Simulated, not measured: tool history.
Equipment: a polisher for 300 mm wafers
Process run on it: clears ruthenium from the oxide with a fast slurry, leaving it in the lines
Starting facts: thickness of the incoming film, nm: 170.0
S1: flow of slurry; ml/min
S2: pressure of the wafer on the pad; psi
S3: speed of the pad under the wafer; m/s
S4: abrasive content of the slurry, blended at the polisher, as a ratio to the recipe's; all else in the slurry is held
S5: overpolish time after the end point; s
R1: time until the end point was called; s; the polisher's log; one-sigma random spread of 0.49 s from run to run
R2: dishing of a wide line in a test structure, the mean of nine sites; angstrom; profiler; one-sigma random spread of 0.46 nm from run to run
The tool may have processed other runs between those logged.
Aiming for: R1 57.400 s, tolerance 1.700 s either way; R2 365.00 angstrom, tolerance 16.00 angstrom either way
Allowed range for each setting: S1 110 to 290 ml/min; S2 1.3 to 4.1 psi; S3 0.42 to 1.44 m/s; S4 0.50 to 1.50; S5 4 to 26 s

Run 1, hour 0.0: S1 185 ml/min, S2 2.7 psi, S3 0.92 m/s, S4 1.00, S5 13 s. Result: R1 40.905 s, R2 429.55 angstrom.
Run 2, hour 3.6: S1 185 ml/min, S2 3.1 psi, S3 0.92 m/s, S4 1.00, S5 13 s. Result: R1 35.282 s, R2 489.29 angstrom.
Run 3, hour 8.7: S1 180 ml/min, S2 2.8 psi, S3 0.92 m/s, S4 1.00, S5 13 s. Result: R1 39.511 s, R2 456.47 angstrom.
Run 4, hour 17.2: S1 175 ml/min, S2 2.6 psi, S3 0.92 m/s, S4 1.00, S5 13 s. Result: R1 42.726 s, R2 433.86 angstrom.
Run 5, hour 19.5: S1 170 ml/min, S2 2.4 psi, S3 0.92 m/s, S4 1.00, S5 13 s. Result: R1 45.688 s, R2 396.30 angstrom.
Run 6, hour 24.5: S1 170 ml/min, S2 2.4 psi, S3 1.14 m/s, S4 1.00, S5 13 s. Result: R1 38.689 s, R2 445.13 angstrom.
Run 7, hour 30.6: S1 165 ml/min, S2 2.2 psi, S3 1.14 m/s, S4 1.00, S5 13 s. Result: R1 42.883 s, R2 429.79 angstrom.
Run 8, hour 36.8: S1 160 ml/min, S2 2.1 psi, S3 1.14 m/s, S4 1.00, S5 13 s. Result: R1 44.238 s, R2 402.20 angstrom.
Run 9, hour 43.1: S1 155 ml/min, S2 2.0 psi, S3 1.14 m/s, S4 1.00, S5 13 s. Result: R1 46.891 s, R2 391.92 angstrom.
Run 10, hour 50.1: S1 150 ml/min, S2 1.9 psi, S3 1.14 m/s, S4 1.00, S5 13 s. Result: R1 49.900 s, R2 361.42 angstrom.
Run 11, hour 51.2: S1 145 ml/min, S2 1.9 psi, S3 1.14 m/s, S4 1.00, S5 13 s. Result: R1 49.570 s, R2 365.21 angstrom.
Run 12, hour 53.8: S1 145 ml/min, S2 1.9 psi, S3 1.14 m/s, S4 1.00, S5 13 s. Result: R1 50.012 s, R2 359.25 angstrom.
Run 13, hour 58.9: S1 145 ml/min, S2 1.9 psi, S3 1.14 m/s, S4 1.00, S5 13 s. Result: R1 49.600 s, R2 364.38 angstrom.
Run 14, hour 65.4: S1 130 ml/min, S2 1.5 psi, S3 1.14 m/s, S4 1.00, S5 15 s. Result: R1 64.455 s, R2 325.64 angstrom.
Run 15, hour 67.2: S1 140 ml/min, S2 1.5 psi, S3 1.14 m/s, S4 1.00, S5 15 s. Result: R1 63.339 s, R2 334.48 angstrom.

Which of these 5 next moves meets every target?
Run A, hour 69.0: S1 135 ml/min, S2 1.5 psi, S3 1.28 m/s, S4 1.15, S5 13 s. Result: R1 ?, R2 ?.
Run B, hour 69.0: S1 175 ml/min, S2 1.6 psi, S3 1.16 m/s, S4 1.05, S5 13 s. Result: R1 ?, R2 ?.
Run C, hour 69.0: S1 140 ml/min, S2 2.1 psi, S3 0.84 m/s, S4 1.05, S5 15 s. Result: R1 ?, R2 ?.
Run D, hour 69.0: S1 160 ml/min, S2 1.7 psi, S3 1.10 m/s, S4 0.95, S5 17 s. Result: R1 ?, R2 ?.
Run E, hour 69.0: S1 110 ml/min, S2 1.7 psi, S3 1.20 m/s, S4 1.30, S5 16 s. Result: R1 ?, R2 ?.

move      R1      R2
   A  54.253  329.73
   B  54.363  329.10
   C  56.807  360.74
   D  56.371  407.49
   E  51.468  418.91
A: takes the result that was furthest off past its target
B: takes the result that was furthest off past its target
C: every result lands within tolerance
D: meets the target for the result that was furthest off, but another lies outside its allowed miss
E: takes the result that was furthest off past its target
The right move is C.

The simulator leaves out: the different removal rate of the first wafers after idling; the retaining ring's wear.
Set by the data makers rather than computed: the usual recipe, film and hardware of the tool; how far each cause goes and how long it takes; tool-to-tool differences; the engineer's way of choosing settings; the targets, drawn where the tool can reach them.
